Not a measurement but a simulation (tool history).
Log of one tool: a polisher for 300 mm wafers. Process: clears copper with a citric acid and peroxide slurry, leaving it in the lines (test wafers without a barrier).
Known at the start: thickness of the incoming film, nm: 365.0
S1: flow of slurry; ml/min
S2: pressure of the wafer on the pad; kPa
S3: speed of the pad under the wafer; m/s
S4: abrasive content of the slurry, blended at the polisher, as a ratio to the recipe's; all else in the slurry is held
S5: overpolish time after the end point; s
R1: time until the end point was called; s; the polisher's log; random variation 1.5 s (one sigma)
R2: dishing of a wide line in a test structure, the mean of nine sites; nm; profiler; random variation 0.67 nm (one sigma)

run 1 day=0.000 | S1=270 S2=21.4 S3=0.98 S4=1.0 S5=29 | R1=145.67 R2=46.121
run 2 day=0.183 | S1=270 S2=21.4 S3=1.18 S4=1.0 S5=29 | R1=122.48 R2=54.623
run 3 day=0.308 | S1=270 S2=23.4 S3=1.18 S4=1.0 S5=29 | R1=114.79 R2=58.146
run 4 day=0.454 | S1=275 S2=26.2 S3=1.18 S4=1.0 S5=26 | R1=105.16 R2=58.473
run 5 day=0.525 | S1=275 S2=26.2 S3=1.04 S4=1.0 S5=26 | R1=117.71 R2=52.891
run 6 day=0.842 | S1=275 S2=20.7 S3=1.04 S4=1.0 S5=26 | R1=150.70 R2=44.489

The next listed run, before its measurement:
run 7 day=0.988 | S1=270 S2=24.8 S3=1.06 S4=1.0 S5=24 | R1=? R2=?

Run 7 gave R1 122.36 s, R2 48.161 nm.
